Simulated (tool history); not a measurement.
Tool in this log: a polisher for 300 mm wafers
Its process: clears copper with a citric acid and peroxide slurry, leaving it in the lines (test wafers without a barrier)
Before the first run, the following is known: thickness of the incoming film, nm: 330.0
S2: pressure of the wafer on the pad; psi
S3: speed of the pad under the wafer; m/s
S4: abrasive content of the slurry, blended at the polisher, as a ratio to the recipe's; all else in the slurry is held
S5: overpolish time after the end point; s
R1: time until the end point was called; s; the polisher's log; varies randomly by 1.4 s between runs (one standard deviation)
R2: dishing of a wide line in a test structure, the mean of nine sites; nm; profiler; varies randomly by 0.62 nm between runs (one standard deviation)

run 1 hour=0.0 | flow_of_slurry_(ml/min)=315 S2=3.1 S3=1.08 S4=1.0 S5=11 | R1=138.18 R2=20.321
run 2 hour=6.3 | flow_of_slurry_(ml/min)=315 S2=3.1 S3=1.08 S4=1.0 S5=12 | R1=136.58 R2=21.122
run 3 hour=8.8 | flow_of_slurry_(ml/min)=315 S2=3.1 S3=1.08 S4=1.0 S5=8 | R1=136.20 R2=15.484
run 4 hour=10.9 | flow_of_slurry_(ml/min)=315 S2=3.1 S3=1.08 S4=1.0 S5=9 | R1=135.17 R2=16.700
-- hour=19.7 slurry nozzle cleaned
run 5 hour=19.7 | flow_of_slurry_(ml/min)=315 S2=2.7 S3=1.08 S4=1.0 S5=9 | R1=150.56 R2=15.163
run 6 hour=28.1 | flow_of_slurry_(ml/min)=315 S2=2.8 S3=1.08 S4=1.0 S5=10 | R1=148.52 R2=16.920
run 7 hour=31.1 | flow_of_slurry_(ml/min)=315 S2=2.9 S3=1.08 S4=1.0 S5=11 | R1=141.19 R2=19.441

The next listed run, before its measurement:
run 8 hour=35.5 | flow_of_slurry_(ml/min)=315 S2=3.2 S3=1.06 S4=1.0 S5=17 | R1=? R2=?

R1: 131.39 s
R2: 28.582 nm
